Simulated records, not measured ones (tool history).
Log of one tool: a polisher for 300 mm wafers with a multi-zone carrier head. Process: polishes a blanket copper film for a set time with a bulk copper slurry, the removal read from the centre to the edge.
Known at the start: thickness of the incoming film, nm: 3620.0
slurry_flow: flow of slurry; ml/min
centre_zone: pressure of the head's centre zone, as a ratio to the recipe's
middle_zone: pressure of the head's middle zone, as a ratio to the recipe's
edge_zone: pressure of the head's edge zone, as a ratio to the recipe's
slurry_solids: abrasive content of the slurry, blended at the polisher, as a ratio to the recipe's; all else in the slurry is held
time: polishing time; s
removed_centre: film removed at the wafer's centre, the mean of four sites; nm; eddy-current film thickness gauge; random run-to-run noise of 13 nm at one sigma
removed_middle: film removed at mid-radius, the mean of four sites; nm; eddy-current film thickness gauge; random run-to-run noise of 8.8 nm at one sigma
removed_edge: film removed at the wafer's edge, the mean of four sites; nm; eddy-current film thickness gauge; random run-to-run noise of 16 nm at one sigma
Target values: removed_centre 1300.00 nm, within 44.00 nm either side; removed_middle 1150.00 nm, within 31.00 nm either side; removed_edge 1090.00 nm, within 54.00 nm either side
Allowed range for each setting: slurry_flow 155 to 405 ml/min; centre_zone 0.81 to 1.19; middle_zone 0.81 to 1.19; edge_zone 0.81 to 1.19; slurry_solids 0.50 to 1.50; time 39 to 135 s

{"run": 1, "hour": 0.0, "slurry_flow": 260, "centre_zone": 1.0, "middle_zone": 1.0, "edge_zone": 1.0, "slurry_solids": 1.0, "time": 87, "removed_centre": 827.02, "removed_middle": 841.96, "removed_edge": 807.96}
{"run": 2, "hour": 5.3, "slurry_flow": 290, "centre_zone": 1.0, "middle_zone": 1.0, "edge_zone": 1.0, "slurry_solids": 1.0, "time": 87, "removed_centre": 846.87, "removed_middle": 850.59, "removed_edge": 814.19}
{"run": 3, "hour": 6.2, "slurry_flow": 290, "centre_zone": 1.0, "middle_zone": 1.0, "edge_zone": 1.0, "slurry_solids": 1.0, "time": 72, "removed_centre": 689.89, "removed_middle": 700.64, "removed_edge": 669.42}
{"run": 4, "hour": 11.4, "slurry_flow": 290, "centre_zone": 1.0, "middle_zone": 1.0, "edge_zone": 1.0, "slurry_solids": 0.8, "time": 72, "removed_centre": 656.65, "removed_middle": 657.35, "removed_edge": 646.91}
{"hour": 19.8, "done": "worn pad replaced by a new one"}
{"run": 5, "hour": 19.8, "slurry_flow": 290, "centre_zone": 1.0, "middle_zone": 1.0, "edge_zone": 1.0, "slurry_solids": 0.8, "time": 53, "removed_centre": 507.39, "removed_middle": 506.12, "removed_edge": 481.31}
{"run": 6, "hour": 23.0, "slurry_flow": 305, "centre_zone": 1.05, "middle_zone": 1.01, "edge_zone": 1.03, "slurry_solids": 1.0, "time": 64, "removed_centre": 690.95, "removed_middle": 661.75, "removed_edge": 655.55}
{"run": 7, "hour": 24.0, "slurry_flow": 325, "centre_zone": 1.09, "middle_zone": 1.03, "edge_zone": 1.03, "slurry_solids": 1.15, "time": 68, "removed_centre": 786.63, "removed_middle": 749.72, "removed_edge": 700.73}
{"run": 8, "hour": 31.3, "slurry_flow": 325, "centre_zone": 1.09, "middle_zone": 1.03, "edge_zone": 1.03, "slurry_solids": 1.15, "time": 68, "removed_centre": 791.83, "removed_middle": 751.47, "removed_edge": 722.94}
{"run": 9, "hour": 39.5, "slurry_flow": 340, "centre_zone": 1.12, "middle_zone": 1.04, "edge_zone": 1.03, "slurry_solids": 1.25, "time": 73, "removed_centre": 880.18, "removed_middle": 827.08, "removed_edge": 795.65}
{"run": 10, "hour": 47.3, "slurry_flow": 340, "centre_zone": 1.14, "middle_zone": 1.04, "edge_zone": 1.0, "slurry_solids": 1.3, "time": 80, "removed_centre": 1012.2, "removed_middle": 919.41, "removed_edge": 862.2}

Consider the 4 candidate settings below. Which is the only one whose results all fall within their allowed miss of target?
{"run": "A", "hour": 55.1, "slurry_flow": 405, "centre_zone": 1.17, "middle_zone": 1.0, "edge_zone": 1.04, "slurry_solids": 1.5, "time": 103, "removed_centre": "?", "removed_middle": "?", "removed_edge": "?"}
{"run": "B", "hour": 55.1, "slurry_flow": 365, "centre_zone": 1.14, "middle_zone": 0.98, "edge_zone": 1.06, "slurry_solids": 1.4, "time": 108, "removed_centre": "?", "removed_middle": "?", "removed_edge": "?"}
{"run": "C", "hour": 55.1, "slurry_flow": 345, "centre_zone": 1.18, "middle_zone": 0.91, "edge_zone": 1.11, "slurry_solids": 1.45, "time": 98, "removed_centre": "?", "removed_middle": "?", "removed_edge": "?"}
{"run": "D", "hour": 55.1, "slurry_flow": 405, "centre_zone": 1.12, "middle_zone": 0.97, "edge_zone": 0.92, "slurry_solids": 1.35, "time": 103, "removed_centre": "?", "removed_middle": "?", "removed_edge": "?"}

move=A removed_centre=1401.00 removed_middle=1208.90 removed_edge=1182.50
move=B removed_centre=1393.80 removed_middle=1215.00 removed_edge=1222.50
move=C removed_centre=1314.90 removed_middle=1041.20 removed_edge=1143.30
move=D removed_centre=1303.60 removed_middle=1146.40 removed_edge=1085.00
A: moves the result that the last run missed by most past its target, out the other side
B: moves the result that the last run missed by most past its target, out the other side
C: closes in on the targets versus the last run, not all within tolerance yet
D: all results land within tolerance of their targets
Move D is the one to make.

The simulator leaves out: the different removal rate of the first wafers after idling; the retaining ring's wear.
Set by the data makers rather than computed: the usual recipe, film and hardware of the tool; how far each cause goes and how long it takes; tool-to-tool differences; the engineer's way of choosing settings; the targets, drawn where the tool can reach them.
